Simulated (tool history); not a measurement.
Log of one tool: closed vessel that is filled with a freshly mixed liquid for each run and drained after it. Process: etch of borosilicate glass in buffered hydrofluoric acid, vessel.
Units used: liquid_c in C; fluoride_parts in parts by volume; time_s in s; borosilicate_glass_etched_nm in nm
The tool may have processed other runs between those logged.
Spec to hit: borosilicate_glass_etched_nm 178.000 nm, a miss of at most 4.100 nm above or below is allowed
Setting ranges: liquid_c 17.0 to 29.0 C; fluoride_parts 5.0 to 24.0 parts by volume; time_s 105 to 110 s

run	hour	liquid_c	fluoride_parts	time_s	borosilicate_glass_etched_nm
1	0.0	21.0	14.5	105	80.691
2	5.8	21.0	14.5	110	84.998
3	12.0	23.5	13.0	110	108.230
4	19.5	25.0	12.0	110	127.670
# hour 20.9: hydrofluoric acid flow meter replaced
5	20.9	21.5	12.0	110	119.590
6	26.4	18.0	12.0	110	97.988
7	32.8	21.5	11.5	110	123.790
8	41.3	24.0	11.0	110	147.520
9	43.5	25.5	11.0	110	160.300

Pick the move, out of 5, that brings all results within their allowed miss; only one does.
A	45.7	24.0	10.5	110	?
B	45.7	24.0	10.5	105	?
C	45.7	19.5	8.0	110	?
D	45.7	22.0	9.0	105	?
E	45.7	22.0	8.0	110	?

move	borosilicate_glass_etched_nm
A	154.820
B	147.780
C	155.240
D	149.050
E	177.830
A: further off than the last run
B: further off than the last run
C: further off than the last run
D: further off than the last run
E: hits every target within its allowed miss
Correct choice: E, which meets every target
